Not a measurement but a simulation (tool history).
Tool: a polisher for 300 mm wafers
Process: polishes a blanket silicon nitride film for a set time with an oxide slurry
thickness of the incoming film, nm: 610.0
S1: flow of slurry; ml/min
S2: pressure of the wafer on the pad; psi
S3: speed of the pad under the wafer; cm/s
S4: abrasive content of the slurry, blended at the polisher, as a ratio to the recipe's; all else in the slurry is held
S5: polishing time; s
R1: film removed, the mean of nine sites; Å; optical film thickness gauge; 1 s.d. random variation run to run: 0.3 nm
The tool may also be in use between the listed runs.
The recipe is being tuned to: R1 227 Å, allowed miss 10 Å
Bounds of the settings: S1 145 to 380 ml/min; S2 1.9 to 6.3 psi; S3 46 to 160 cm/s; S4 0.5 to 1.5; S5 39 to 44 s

Run 1, hour 0: S1 245 ml/min, S2 4.1 psi, S3 102 cm/s, S4 1, S5 44 s. Result: R1 363.11 Å.
Run 2, hour 7.4: S1 245 ml/min, S2 3.9 psi, S3 102 cm/s, S4 1, S5 44 s. Result: R1 351.96 Å.
Run 3, hour 8.2: S1 245 ml/min, S2 3.7 psi, S3 102 cm/s, S4 1, S5 44 s. Result: R1 331.97 Å.
Run 4, hour 14.8: S1 245 ml/min, S2 3.5 psi, S3 102 cm/s, S4 1, S5 44 s. Result: R1 315.06 Å.
Run 5, hour 22.3: S1 245 ml/min, S2 3.3 psi, S3 102 cm/s, S4 1, S5 44 s. Result: R1 305.05 Å.
Run 6, hour 26.9: S1 245 ml/min, S2 3.3 psi, S3 102 cm/s, S4 1, S5 44 s. Result: R1 300.65 Å.
Run 7, hour 29.8: S1 245 ml/min, S2 3.2 psi, S3 102 cm/s, S4 1, S5 44 s. Result: R1 297.73 Å.
Run 8, hour 30.7: S1 245 ml/min, S2 3.1 psi, S3 102 cm/s, S4 1, S5 44 s. Result: R1 288.84 Å.
Run 9, hour 36.9: S1 245 ml/min, S2 2 psi, S3 100 cm/s, S4 1, S5 44 s. Result: R1 208.62 Å.

Which single option among these 4 for the next run brings every result within its allowed miss of target? Just one does.
Run A, hour 43.1: S1 230 ml/min, S2 2.5 psi, S3 96 cm/s, S4 1.05, S5 44 s. Result: R1 ?.
Run B, hour 43.1: S1 255 ml/min, S2 2.2 psi, S3 92 cm/s, S4 1.05, S5 39 s. Result: R1 ?.
Run C, hour 43.1: S1 250 ml/min, S2 2.6 psi, S3 98 cm/s, S4 1.05, S5 39 s. Result: R1 ?.
Run D, hour 43.1: S1 180 ml/min, S2 2.3 psi, S3 104 cm/s, S4 0.95, S5 40 s. Result: R1 ?.

move      R1
   A  244.61
   B  196.91
   C  227.53
   D  201.21
A: the result that was furthest off in the last run now lies on the other side of its target
B: its largest miss is bigger than the last run's
C: every result lands within tolerance
D: its largest miss is bigger than the last run's
So the answer is move C, the one that meets all the targets.
